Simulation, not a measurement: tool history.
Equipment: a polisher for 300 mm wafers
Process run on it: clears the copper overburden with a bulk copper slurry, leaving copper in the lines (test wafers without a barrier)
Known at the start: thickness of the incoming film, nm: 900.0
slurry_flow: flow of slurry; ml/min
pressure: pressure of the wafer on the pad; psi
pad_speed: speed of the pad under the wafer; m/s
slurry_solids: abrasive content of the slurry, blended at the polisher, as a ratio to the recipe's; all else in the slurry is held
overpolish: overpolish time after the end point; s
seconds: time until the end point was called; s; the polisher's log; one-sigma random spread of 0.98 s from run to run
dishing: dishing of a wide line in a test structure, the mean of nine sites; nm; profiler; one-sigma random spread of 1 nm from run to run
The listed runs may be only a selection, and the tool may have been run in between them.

| run | hour | slurry_flow | pressure | pad_speed | slurry_solids | overpolish | seconds | dishing |
|---|---|---|---|---|---|---|---|---|
| 1 | 0 | 275 | 3 | 1.22 | 1 | 20 | 68.413 | 82.297 |
| 2 | 2.6 | 275 | 3 | 1.22 | 1.1 | 20 | 68.085 | 84.395 |
| 3 | 7 | 275 | 3 | 1.22 | 1.1 | 13 | 66.881 | 72.492 |
| 4 | 10.1 | 225 | 3 | 1.22 | 1.1 | 13 | 67.457 | 72.169 |
| 5 | 12.6 | 225 | 3.3 | 1.22 | 1.1 | 13 | 63.652 | 75.254 |
| 6 | 17 | 225 | 3.3 | 1.22 | 1.1 | 17 | 62.095 | 83.462 |

Run 7 is up next; what results do you expect?
| 7 | 23.2 | 225 | 3.4 | 1.22 | 1.1 | 17 | ? | ? |

Run 7 measured seconds 61.246 s, dishing 84.052 nm.
